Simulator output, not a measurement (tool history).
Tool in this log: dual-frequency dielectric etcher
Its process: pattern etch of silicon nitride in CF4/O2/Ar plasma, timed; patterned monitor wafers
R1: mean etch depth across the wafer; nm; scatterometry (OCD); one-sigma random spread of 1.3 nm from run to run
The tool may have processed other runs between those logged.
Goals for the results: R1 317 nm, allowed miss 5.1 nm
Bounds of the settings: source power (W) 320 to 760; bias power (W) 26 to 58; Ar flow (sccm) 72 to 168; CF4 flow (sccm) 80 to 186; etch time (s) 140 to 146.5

run 1 hour=0 | source_power_(W)=540 bias_power_(W)=42 Ar_flow_(sccm)=120 CF4_flow_(sccm)=133 etch_time_(s)=140 | R1=253.27
run 2 hour=7.8 | source_power_(W)=540 bias_power_(W)=42 Ar_flow_(sccm)=120 CF4_flow_(sccm)=133 etch_time_(s)=146.5 | R1=266
run 3 hour=10.9 | source_power_(W)=540 bias_power_(W)=42 Ar_flow_(sccm)=120 CF4_flow_(sccm)=133 etch_time_(s)=146.5 | R1=267.31
run 4 hour=18.9 | source_power_(W)=540 bias_power_(W)=42 Ar_flow_(sccm)=120 CF4_flow_(sccm)=115 etch_time_(s)=146.5 | R1=264.06
run 5 hour=21.1 | source_power_(W)=570 bias_power_(W)=42 Ar_flow_(sccm)=120 CF4_flow_(sccm)=115 etch_time_(s)=146.5 | R1=275.88
run 6 hour=23.2 | source_power_(W)=590 bias_power_(W)=42 Ar_flow_(sccm)=120 CF4_flow_(sccm)=115 etch_time_(s)=146.5 | R1=287.35
run 7 hour=30.6 | source_power_(W)=600 bias_power_(W)=42 Ar_flow_(sccm)=120 CF4_flow_(sccm)=115 etch_time_(s)=146.5 | R1=291.93
run 8 hour=33.1 | source_power_(W)=610 bias_power_(W)=42 Ar_flow_(sccm)=120 CF4_flow_(sccm)=115 etch_time_(s)=146.5 | R1=297.8
run 9 hour=38.7 | source_power_(W)=620 bias_power_(W)=42 Ar_flow_(sccm)=120 CF4_flow_(sccm)=115 etch_time_(s)=146.5 | R1=299.09
run 10 hour=44 | source_power_(W)=660 bias_power_(W)=42 Ar_flow_(sccm)=120 CF4_flow_(sccm)=115 etch_time_(s)=146.5 | R1=323.07

Exercise: of the 5 proposed moves below, exactly one satisfies all targets within the stated allowed misses. Which move is it?
run A hour=49.3 | source_power_(W)=700 bias_power_(W)=40 Ar_flow_(sccm)=112 CF4_flow_(sccm)=114 etch_time_(s)=141.5 | R1=?
run B hour=49.3 | source_power_(W)=640 bias_power_(W)=44 Ar_flow_(sccm)=111 CF4_flow_(sccm)=115 etch_time_(s)=146 | R1=?
run C hour=49.3 | source_power_(W)=690 bias_power_(W)=41 Ar_flow_(sccm)=113 CF4_flow_(sccm)=111 etch_time_(s)=144.5 | R1=?
run D hour=49.3 | source_power_(W)=670 bias_power_(W)=44 Ar_flow_(sccm)=121 CF4_flow_(sccm)=127 etch_time_(s)=145 | R1=?
run E hour=49.3 | source_power_(W)=680 bias_power_(W)=41 Ar_flow_(sccm)=114 CF4_flow_(sccm)=154 etch_time_(s)=140.5 | R1=?

move=A R1=327.19
move=B R1=319.11
move=C R1=330.51
move=D R1=333.53
move=E R1=330.26
A: further off than the last run
B: every result lands within tolerance
C: further off than the last run
D: further off than the last run
E: further off than the last run
The move that meets every target is B.

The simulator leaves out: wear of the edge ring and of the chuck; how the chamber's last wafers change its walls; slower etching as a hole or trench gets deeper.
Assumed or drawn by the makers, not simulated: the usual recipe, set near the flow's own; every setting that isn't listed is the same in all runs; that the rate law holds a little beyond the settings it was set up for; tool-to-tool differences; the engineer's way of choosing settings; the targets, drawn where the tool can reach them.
